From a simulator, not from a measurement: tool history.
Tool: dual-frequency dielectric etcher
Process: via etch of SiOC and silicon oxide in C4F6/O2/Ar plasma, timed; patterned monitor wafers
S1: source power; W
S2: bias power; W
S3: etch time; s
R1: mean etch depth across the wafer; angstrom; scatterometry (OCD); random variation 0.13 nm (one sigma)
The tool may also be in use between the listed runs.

{"run": 1, "hour": 0.0, "S1": 280, "S2": 208, "S3": 42.5, "R1": 451.61}
{"run": 2, "hour": 8.4, "S1": 280, "S2": 208, "S3": 39.0, "R1": 414.39}
{"run": 3, "hour": 16.5, "S1": 310, "S2": 227, "S3": 39.5, "R1": 445.46}
{"run": 4, "hour": 25.3, "S1": 330, "S2": 227, "S3": 39.5, "R1": 454.13}
{"run": 5, "hour": 30.0, "S1": 330, "S2": 249, "S3": 39.5, "R1": 471.0}
{"run": 6, "hour": 38.9, "S1": 360, "S2": 249, "S3": 39.5, "R1": 483.97}
{"run": 7, "hour": 44.5, "S1": 370, "S2": 260, "S3": 40.0, "R1": 501.47}
{"run": 8, "hour": 48.1, "S1": 370, "S2": 267, "S3": 40.5, "R1": 513.56}
{"run": 9, "hour": 55.1, "S1": 370, "S2": 270, "S3": 40.5, "R1": 514.98}
{"run": 10, "hour": 60.7, "S1": 370, "S2": 273, "S3": 40.5, "R1": 517.43}

The next listed run, before its measurement:
{"run": 11, "hour": 65.0, "S1": 370, "S2": 273, "S3": 40.5, "R1": "?"}

{"run 11": {"R1": 516.15}}
